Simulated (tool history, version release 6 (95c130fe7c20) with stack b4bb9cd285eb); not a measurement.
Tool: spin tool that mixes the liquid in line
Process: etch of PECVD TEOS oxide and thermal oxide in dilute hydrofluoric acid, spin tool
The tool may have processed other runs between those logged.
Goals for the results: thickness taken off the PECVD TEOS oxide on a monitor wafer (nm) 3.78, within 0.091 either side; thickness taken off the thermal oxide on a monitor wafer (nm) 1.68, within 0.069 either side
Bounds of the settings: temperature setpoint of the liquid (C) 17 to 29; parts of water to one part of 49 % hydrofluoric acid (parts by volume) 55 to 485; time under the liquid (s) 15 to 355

run	hour	temperature setpoint of the liquid (C)	parts of water to one part of 49 % hydrofluoric acid (parts by volume)	time under the liquid (s)	thickness taken off the PECVD TEOS oxide on a monitor wafer (nm)	thickness taken off the thermal oxide on a monitor wafer (nm)
1	0	21	270	180	5.2812	2.3771
2	1.3	20	280	180	4.8444	2.1026
3	4.5	21.5	280	180	5.0904	2.2857
4	10.9	21	295	180	4.6654	2.0795
5	16.3	21	235	180	6.21	2.7602
6	17.1	21	290	180	4.839	2.1189
7	19.9	20.5	300	180	4.4865	2.0182
8	28.2	19.5	305	180	4.2539	1.869
9	34.3	19	310	180	4.0843	1.8152
10	36.6	18.5	310	180	4.0034	1.7659

Below are 5 possible settings for the next run. Only one of them brings all results inside the allowed miss of their targets. Which is it?
A	38.9	19	360	215	?	?
B	38.9	23.5	355	195	?	?
C	38.9	19	300	170	?	?
D	38.9	22.5	245	110	?	?
E	38.9	17.5	295	180	?	?

move	thickness taken off the PECVD TEOS oxide on a monitor wafer (nm)	thickness taken off the thermal oxide on a monitor wafer (nm)
A	4.0133	1.805
B	4.337	1.9507
C	4.0078	1.8026
D	3.8008	1.7095
E	4.098	1.8431
A: just as far off the targets as the last run
B: moves away from the targets compared with the last run
C: just as far off the targets as the last run
D: each result inside its tolerance
E: moves away from the targets compared with the last run
D is the move that brings every result within its allowed miss.

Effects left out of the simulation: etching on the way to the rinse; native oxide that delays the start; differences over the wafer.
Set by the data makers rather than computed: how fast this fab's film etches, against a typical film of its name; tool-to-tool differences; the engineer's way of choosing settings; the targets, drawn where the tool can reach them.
